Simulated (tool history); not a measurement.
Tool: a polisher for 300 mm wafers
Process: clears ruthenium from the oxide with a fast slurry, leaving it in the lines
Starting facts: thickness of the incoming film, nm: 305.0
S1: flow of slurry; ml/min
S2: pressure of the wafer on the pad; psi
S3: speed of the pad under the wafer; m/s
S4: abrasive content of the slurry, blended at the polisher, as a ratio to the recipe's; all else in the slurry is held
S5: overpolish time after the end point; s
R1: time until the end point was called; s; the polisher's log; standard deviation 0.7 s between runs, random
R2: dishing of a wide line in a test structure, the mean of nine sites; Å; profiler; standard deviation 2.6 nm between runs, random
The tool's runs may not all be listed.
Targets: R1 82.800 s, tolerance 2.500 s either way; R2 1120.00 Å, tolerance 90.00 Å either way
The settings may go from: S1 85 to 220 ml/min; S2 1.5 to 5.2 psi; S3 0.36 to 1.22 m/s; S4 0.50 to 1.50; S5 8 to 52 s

run	day	S1	S2	S3	S4	S5	R1	R2
1	0.000	140	3.3	0.78	1.00	26	88.500	718.70
2	0.296	145	3.3	0.78	1.00	30	88.892	834.52
3	0.671	145	3.3	0.64	1.00	30	100.210	735.82
4	0.867	145	3.3	0.48	1.00	30	121.690	615.63
5	0.996	170	3.3	0.48	1.00	30	118.400	660.26
6	1.150	175	3.6	0.48	1.00	32	108.260	716.24
7	1.308	175	3.9	0.48	1.00	35	101.360	803.68
8	1.408	195	4.7	0.50	1.00	43	79.755	1178.00

Consider the 4 candidate settings below. Which is the only one whose results all fall within their allowed miss of target?
A	1.508	185	5.2	0.50	0.95	50	?	?
B	1.508	160	4.4	0.56	1.15	39	?	?
C	1.508	195	4.7	0.52	0.90	43	?	?
D	1.508	175	4.9	0.54	0.80	31	?	?

move	R1	R2
A	76.133	1423.70
B	78.081	1174.40
C	83.585	1200.10
D	84.672	924.12
A: moves away from the targets compared with the last run
B: moves away from the targets compared with the last run
C: all results in spec
D: the worst result of the last run now meets its target, but another is out of spec
So the answer is move C, the one that meets all the targets.
